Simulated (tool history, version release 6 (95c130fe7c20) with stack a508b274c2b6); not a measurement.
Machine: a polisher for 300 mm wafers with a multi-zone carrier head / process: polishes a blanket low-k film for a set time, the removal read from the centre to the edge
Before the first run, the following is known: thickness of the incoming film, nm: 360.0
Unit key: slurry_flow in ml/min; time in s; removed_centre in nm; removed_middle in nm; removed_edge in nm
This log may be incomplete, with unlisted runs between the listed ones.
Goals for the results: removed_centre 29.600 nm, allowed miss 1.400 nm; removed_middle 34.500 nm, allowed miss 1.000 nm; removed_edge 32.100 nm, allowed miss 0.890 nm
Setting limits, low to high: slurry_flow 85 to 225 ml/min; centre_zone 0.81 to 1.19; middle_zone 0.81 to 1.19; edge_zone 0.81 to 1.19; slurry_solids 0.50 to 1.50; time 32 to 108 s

run  hour  slurry_flow  centre_zone  middle_zone  edge_zone  slurry_solids  time  removed_centre  removed_middle  removed_edge
  1   0.0          145         1.00         1.00       1.00           1.00    70          30.486          29.820        30.108
  2   6.6          115         1.00         1.00       1.00           1.00    70          27.453          27.869        28.741
  3   8.2          135         0.97         1.03       1.01           1.00    70          29.515          29.646        29.339
  4   9.4          125         0.92         1.08       1.06           1.10    70          27.580          31.732        31.532
  5  13.0          135         0.92         1.09       1.06           1.10    70          28.852          32.090        31.172
  6  18.7          135         0.88         1.09       1.06           1.10    70          27.658          31.950        31.587
  7  19.8          140         0.88         1.11       1.06           1.10    70          27.633          32.889        31.991
  8  25.9          145         0.89         1.12       1.05           1.10    70          27.303          33.454        31.800
  9  32.8          150         0.91         1.12       1.05           1.10    70          29.177          32.803        32.283

Exercise: of the 5 proposed moves below, exactly one satisfies all targets within the stated allowed misses. Which move is it?
  A  39.7          165         0.92         1.05       1.15           1.15    66               ?               ?             ?
  B  39.7          205         0.96         1.06       1.16           1.15    64               ?               ?             ?
  C  39.7          160         1.02         1.07       1.19           1.20    61               ?               ?             ?
  D  39.7          155         0.93         1.05       1.14           1.25    66               ?               ?             ?
  E  39.7          155         0.91         1.14       1.00           1.15    70               ?               ?             ?

move  removed_centre  removed_middle  removed_edge
   A          28.216          31.611        32.851
   B          29.734          31.921        32.849
   C          29.247          29.826        31.305
   D          29.091          32.287        33.515
   E          29.209          34.622        32.186
A: the biggest miss grows against the last run
B: the biggest miss grows against the last run
C: the biggest miss grows against the last run
D: the biggest miss grows against the last run
E: in spec on every target
Correct choice: E, which meets every target
